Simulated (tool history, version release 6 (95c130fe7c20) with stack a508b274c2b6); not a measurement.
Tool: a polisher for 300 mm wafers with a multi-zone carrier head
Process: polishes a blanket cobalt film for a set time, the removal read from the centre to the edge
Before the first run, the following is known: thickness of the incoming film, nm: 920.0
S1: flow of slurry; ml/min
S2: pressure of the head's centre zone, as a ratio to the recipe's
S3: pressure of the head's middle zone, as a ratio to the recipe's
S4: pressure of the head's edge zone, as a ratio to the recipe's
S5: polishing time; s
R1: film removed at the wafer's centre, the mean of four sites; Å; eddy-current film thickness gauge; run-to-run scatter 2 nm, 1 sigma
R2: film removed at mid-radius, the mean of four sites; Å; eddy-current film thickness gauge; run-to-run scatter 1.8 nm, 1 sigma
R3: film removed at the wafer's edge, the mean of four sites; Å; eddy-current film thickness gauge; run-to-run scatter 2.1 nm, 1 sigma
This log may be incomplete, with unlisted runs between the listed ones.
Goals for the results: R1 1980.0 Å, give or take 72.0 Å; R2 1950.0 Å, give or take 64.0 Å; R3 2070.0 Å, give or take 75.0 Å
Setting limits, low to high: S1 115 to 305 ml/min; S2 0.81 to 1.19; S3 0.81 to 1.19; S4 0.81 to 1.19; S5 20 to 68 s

run 1 hour=0.0 | S1=195 S2=1.00 S3=1.00 S4=1.00 S5=44 | R1=2753.4 R2=2601.5 R3=2728.0
run 2 hour=1.8 | S1=190 S2=0.98 S3=0.98 S4=0.97 S5=42 | R1=2591.5 R2=2456.7 R3=2547.3
run 3 hour=9.6 | S1=210 S2=0.98 S3=0.98 S4=0.97 S5=42 | R1=2657.8 R2=2496.4 R3=2558.0
run 4 hour=14.4 | S1=235 S2=0.98 S3=0.98 S4=0.97 S5=42 | R1=2706.0 R2=2524.8 R3=2619.8
run 5 hour=16.4 | S1=235 S2=0.94 S3=0.98 S4=0.97 S5=42 | R1=2560.9 R2=2529.3 R3=2589.4
run 6 hour=17.5 | S1=225 S2=0.91 S3=0.94 S4=0.94 S5=41 | R1=2411.2 R2=2354.3 R3=2465.9
-- hour=20.5 centre zone pressure recalibrated
run 7 hour=20.5 | S1=215 S2=0.89 S3=0.92 S4=0.91 S5=40 | R1=2155.2 R2=2241.7 R3=2354.7
run 8 hour=27.4 | S1=210 S2=0.90 S3=0.91 S4=0.89 S5=39 | R1=2105.7 R2=2177.4 R3=2293.5
run 9 hour=35.3 | S1=175 S2=0.95 S3=0.87 S4=0.81 S5=35 | R1=1962.2 R2=1820.3 R3=1981.5
run 10 hour=39.7 | S1=180 S2=0.94 S3=0.88 S4=0.82 S5=35 | R1=1920.4 R2=1836.1 R3=1980.0
run 11 hour=44.8 | S1=185 S2=0.94 S3=0.89 S4=0.83 S5=35 | R1=1925.3 R2=1860.4 R3=1971.0
run 12 hour=51.3 | S1=185 S2=0.94 S3=0.89 S4=0.83 S5=35 | R1=1950.6 R2=1862.7 R3=1960.5
run 13 hour=51.8 | S1=190 S2=0.93 S3=0.89 S4=0.84 S5=35 | R1=1935.2 R2=1872.7 R3=1998.6
run 14 hour=56.3 | S1=195 S2=0.93 S3=0.89 S4=0.85 S5=35 | R1=1928.5 R2=1886.0 R3=2006.9

Below are 4 possible settings for the next run. Only one of them brings all results inside the allowed miss of their targets. Which is it?
run A hour=60.8 | S1=175 S2=0.93 S3=0.89 S4=0.82 S5=37 | R1=? R2=? R3=?
run B hour=60.8 | S1=190 S2=0.88 S3=0.84 S4=0.90 S5=36 | R1=? R2=? R3=?
run C hour=60.8 | S1=170 S2=0.91 S3=0.84 S4=0.93 S5=36 | R1=? R2=? R3=?
run D hour=60.8 | S1=215 S2=0.99 S3=0.82 S4=0.84 S5=35 | R1=? R2=? R3=?

move=A R1=2023.5 R2=1963.9 R3=2041.2
move=B R1=1891.8 R2=1848.6 R3=2075.6
move=C R1=1913.7 R2=1812.0 R3=2070.4
move=D R1=2116.0 R2=1795.5 R3=1997.8
A: every result within its allowed miss
B: further off than the last run
C: further off than the last run
D: further off than the last run
Answer: A
